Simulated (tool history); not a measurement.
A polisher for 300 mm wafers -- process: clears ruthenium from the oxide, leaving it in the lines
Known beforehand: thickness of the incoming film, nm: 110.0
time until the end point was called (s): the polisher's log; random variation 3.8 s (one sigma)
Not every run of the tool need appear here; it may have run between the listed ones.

run	hour	flow of slurry (ml/min)	pressure of the wafer on the pad (kPa)	speed of the pad under the wafer (m/s)	overpolish time after the end point (s)	time until the end point was called (s)
1	0	265	16.5	0.98	3	105.2
2	8.9	250	15.2	0.9	3	122.88
3	16.5	250	15.2	0.9	3	122.78
4	25.3	250	11.7	0.9	3	156.97
5	28.1	250	11.7	0.9	3	156.87
6	29.8	250	11.7	0.9	3	158.32
7	32.7	235	11	0.82	3	180.94

What does the tool deliver on the next run?
8	37	235	10.3	0.76	3	?

{"run 8": {"time until the end point was called (s)": 208.32}}
